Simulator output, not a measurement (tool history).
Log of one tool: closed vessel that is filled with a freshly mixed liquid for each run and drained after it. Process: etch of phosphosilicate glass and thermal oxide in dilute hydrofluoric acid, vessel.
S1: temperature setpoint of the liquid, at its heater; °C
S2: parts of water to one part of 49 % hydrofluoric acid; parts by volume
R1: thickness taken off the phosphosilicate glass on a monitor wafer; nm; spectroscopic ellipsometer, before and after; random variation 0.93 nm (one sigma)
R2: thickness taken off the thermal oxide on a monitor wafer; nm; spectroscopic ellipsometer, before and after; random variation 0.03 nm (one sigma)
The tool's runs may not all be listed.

Run 1, hour 0.0: S1 22.0 °C, S2 90 parts by volume, time in the liquid (s) 60. Result: R1 117.850 nm, R2 2.8517 nm.
Run 2, hour 7.3: S1 21.5 °C, S2 90 parts by volume, time in the liquid (s) 60. Result: R1 116.510 nm, R2 2.7662 nm.
Run 3, hour 15.3: S1 21.5 °C, S2 75 parts by volume, time in the liquid (s) 60. Result: R1 142.680 nm, R2 3.4797 nm.
Run 4, hour 22.4: S1 18.0 °C, S2 75 parts by volume, time in the liquid (s) 60. Result: R1 123.530 nm, R2 2.9289 nm.
Run 5, hour 30.4: S1 18.0 °C, S2 75 parts by volume, time in the liquid (s) 40. Result: R1 81.037 nm, R2 1.9165 nm.
Run 6, hour 37.9: S1 18.0 °C, S2 85 parts by volume, time in the liquid (s) 40. Result: R1 71.395 nm, R2 1.6942 nm.
Run 7, hour 41.7: S1 19.0 °C, S2 85 parts by volume, time in the liquid (s) 40. Result: R1 73.476 nm, R2 1.7832 nm.
Run 8, hour 44.0: S1 19.0 °C, S2 85 parts by volume, time in the liquid (s) 40. Result: R1 73.231 nm, R2 1.7689 nm.

Run 9 comes next. What will it give?
Run 9, hour 49.7: S1 19.5 °C, S2 85 parts by volume, time in the liquid (s) 40. Result: R1 ?, R2 ?.

Run 9 gave R1 75.685 nm, R2 1.7857 nm.

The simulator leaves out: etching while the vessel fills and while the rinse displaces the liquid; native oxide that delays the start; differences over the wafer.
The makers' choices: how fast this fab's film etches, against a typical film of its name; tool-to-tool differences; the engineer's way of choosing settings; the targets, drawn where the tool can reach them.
